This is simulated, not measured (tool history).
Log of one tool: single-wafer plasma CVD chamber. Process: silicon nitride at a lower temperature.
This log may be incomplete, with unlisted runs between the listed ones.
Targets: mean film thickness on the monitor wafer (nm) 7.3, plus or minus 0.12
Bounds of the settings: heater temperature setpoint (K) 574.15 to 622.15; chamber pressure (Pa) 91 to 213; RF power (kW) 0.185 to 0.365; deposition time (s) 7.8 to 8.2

run	day	heater temperature setpoint (K)	chamber pressure (Pa)	RF power (kW)	deposition time (s)	mean film thickness on the monitor wafer (nm)
1	0	598.15	152	0.275	8.2	8.3954
2	0.079	598.15	136	0.275	8.2	8.0586
3	0.104	598.15	129	0.275	8.2	7.9324
4	0.292	598.15	129	0.31	8.2	8.9261
5	0.646	598.15	129	0.345	8.2	9.579
6	0.967	598.15	123	0.33	8.2	9.109
7	1.142	598.15	117	0.32	8.2	8.7063
8	1.162	598.15	112	0.31	8.2	8.3051
9	1.333	598.15	108	0.305	8.2	8.1264
10	1.704	598.15	91	0.27	8.1	6.5069
11	1.979	598.15	96	0.27	8.1	6.6903
# day 2.021: thermocouple changed; heater temperature recalibrated
12	2.021	598.15	100	0.27	8.1	6.856
13	2.329	598.15	100	0.27	8.1	6.8337

Below are 5 possible settings for the next run. Only one of them brings all results inside the allowed miss of their targets. Which is it?
A	2.638	583.15	100	0.27	8.2	?
B	2.638	600.15	104	0.26	7.8	?
C	2.638	602.15	117	0.25	8.2	?
D	2.638	603.15	96	0.29	8.2	?
E	2.638	607.15	97	0.255	7.9	?

move	mean film thickness on the monitor wafer (nm)
A	6.9801
B	6.4943
C	6.9283
D	7.2651
E	6.2216
A: closer than the last run, but not yet in spec
B: its largest miss is bigger than the last run's
C: closer than the last run, but not yet in spec
D: every result within its allowed miss
E: its largest miss is bigger than the last run's
D is the move that brings every result within its allowed miss.
